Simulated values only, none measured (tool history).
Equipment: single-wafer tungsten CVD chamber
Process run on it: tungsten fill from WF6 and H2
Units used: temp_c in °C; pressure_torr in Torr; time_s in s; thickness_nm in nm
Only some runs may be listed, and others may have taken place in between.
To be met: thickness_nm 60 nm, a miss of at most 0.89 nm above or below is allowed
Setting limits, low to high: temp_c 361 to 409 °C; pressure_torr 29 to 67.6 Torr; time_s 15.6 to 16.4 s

{"run": 1, "day": 0.0, "temp_c": 385, "pressure_torr": 48.3, "time_s": 16.4, "thickness_nm": 44.847}
{"run": 2, "day": 0.046, "temp_c": 385, "pressure_torr": 54.5, "time_s": 16.4, "thickness_nm": 46.901}
{"run": 3, "day": 0.396, "temp_c": 385, "pressure_torr": 54.5, "time_s": 15.6, "thickness_nm": 44.524}
{"run": 4, "day": 0.758, "temp_c": 385, "pressure_torr": 48.5, "time_s": 15.6, "thickness_nm": 42.78}
{"run": 5, "day": 1.0, "temp_c": 385, "pressure_torr": 53.2, "time_s": 15.6, "thickness_nm": 44.382}
{"run": 6, "day": 1.25, "temp_c": 385, "pressure_torr": 47, "time_s": 15.6, "thickness_nm": 42.689}
{"run": 7, "day": 1.579, "temp_c": 389, "pressure_torr": 47.1, "time_s": 15.6, "thickness_nm": 46.141}
{"run": 8, "day": 1.692, "temp_c": 392, "pressure_torr": 47.2, "time_s": 15.6, "thickness_nm": 48.808}
{"run": 9, "day": 2.025, "temp_c": 404, "pressure_torr": 47.5, "time_s": 15.6, "thickness_nm": 61.205}

4 candidate next runs follow, results not yet known. Just one meets every target within its allowed miss. Identify it.
{"run": "A", "day": 2.358, "temp_c": 401, "pressure_torr": 48, "time_s": 15.6, "thickness_nm": "?"}
{"run": "B", "day": 2.358, "temp_c": 404, "pressure_torr": 41.8, "time_s": 15.6, "thickness_nm": "?"}
{"run": "C", "day": 2.358, "temp_c": 401, "pressure_torr": 43.7, "time_s": 16.2, "thickness_nm": "?"}
{"run": "D", "day": 2.358, "temp_c": 403, "pressure_torr": 40.2, "time_s": 16.4, "thickness_nm": "?"}

move=A thickness_nm=58.11
move=B thickness_nm=58.581
move=C thickness_nm=58.519
move=D thickness_nm=59.76
A: moves the result that the last run missed by most past its target, out the other side
B: moves the result that the last run missed by most past its target, out the other side
C: moves the result that the last run missed by most past its target, out the other side
D: meets every target
The move that meets every target is D.
